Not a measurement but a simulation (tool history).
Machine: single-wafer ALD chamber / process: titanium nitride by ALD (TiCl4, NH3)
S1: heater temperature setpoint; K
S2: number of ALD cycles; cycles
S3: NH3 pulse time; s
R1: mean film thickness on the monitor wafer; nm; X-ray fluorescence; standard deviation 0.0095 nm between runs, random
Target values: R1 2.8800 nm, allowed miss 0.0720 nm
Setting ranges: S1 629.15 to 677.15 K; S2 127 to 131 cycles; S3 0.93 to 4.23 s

run 1 day=0.000 | S1=653.15 S2=127 S3=2.58 | R1=3.1761
run 2 day=0.171 | S1=653.15 S2=131 S3=2.58 | R1=3.2595
run 3 day=0.467 | S1=647.15 S2=130 S3=2.18 | R1=3.1804
run 4 day=0.604 | S1=647.15 S2=131 S3=2.18 | R1=3.2186
run 5 day=0.662 | S1=643.15 S2=130 S3=1.88 | R1=3.0876
run 6 day=0.838 | S1=642.15 S2=129 S3=1.75 | R1=3.0306
run 7 day=0.938 | S1=641.15 S2=129 S3=1.65 | R1=2.9747
run 8 day=1.021 | S1=641.15 S2=129 S3=1.62 | R1=3.0102

Exercise: of the 4 proposed moves below, exactly one satisfies all targets within the stated allowed misses. Which move is it?
run A day=1.104 | S1=641.15 S2=131 S3=1.68 | R1=?
run B day=1.104 | S1=639.15 S2=127 S3=1.23 | R1=?
run C day=1.104 | S1=636.15 S2=130 S3=1.74 | R1=?
run D day=1.104 | S1=638.15 S2=131 S3=1.41 | R1=?

move=A R1=3.0455
move=B R1=2.6775
move=C R1=3.0005
move=D R1=2.8943
A: the biggest miss grows against the last run
B: the result that was furthest off in the last run now lies on the other side of its target
C: better than the last run, though not everything is in spec
D: all results in spec
The move that meets every target is D.
